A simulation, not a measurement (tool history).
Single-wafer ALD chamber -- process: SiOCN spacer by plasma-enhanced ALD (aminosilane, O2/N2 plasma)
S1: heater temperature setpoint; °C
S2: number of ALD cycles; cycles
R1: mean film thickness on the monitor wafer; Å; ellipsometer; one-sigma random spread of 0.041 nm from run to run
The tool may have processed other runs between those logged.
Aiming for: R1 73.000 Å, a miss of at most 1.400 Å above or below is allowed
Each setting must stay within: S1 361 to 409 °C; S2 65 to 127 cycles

| run | day | S1 | S2 | R1 |
|---|---|---|---|---|
| 1 | 0.000 | 385 | 96 | 60.733 |
| 2 | 0.133 | 385 | 98 | 61.922 |
| 3 | 0.358 | 375 | 98 | 61.983 |
| 4 | 0.604 | 375 | 100 | 64.071 |
| 5 | 0.729 | 375 | 101 | 64.422 |
| 6 | 0.946 | 375 | 102 | 64.395 |
| 7 | 0.979 | 375 | 104 | 65.954 |
| 8 | 1.146 | 375 | 105 | 67.030 |
| 9 | 1.342 | 375 | 106 | 67.339 |
| 10 | 1.492 | 375 | 107 | 68.054 |
| 11 | 1.521 | 375 | 108 | 68.825 |
| 12 | 1.850 | 375 | 109 | 69.474 |
| 13 | 2.017 | 375 | 110 | 69.666 |
| 14 | 2.183 | 375 | 111 | 70.600 |

Next run, 4 choices. One meets every target within its allowed miss, the rest don't. Which?
| A | 2.350 | 372 | 107 | ? |
| B | 2.350 | 386 | 115 | ? |
| C | 2.350 | 372 | 106 | ? |
| D | 2.350 | 384 | 110 | ? |

| move | R1 |
|---|---|
| A | 68.529 |
| B | 73.653 |
| C | 67.889 |
| D | 70.451 |
A: lands further from the targets than the last run did
B: all results in spec
C: lands further from the targets than the last run did
D: lands further from the targets than the last run did
So the answer is move B, the one that meets all the targets.
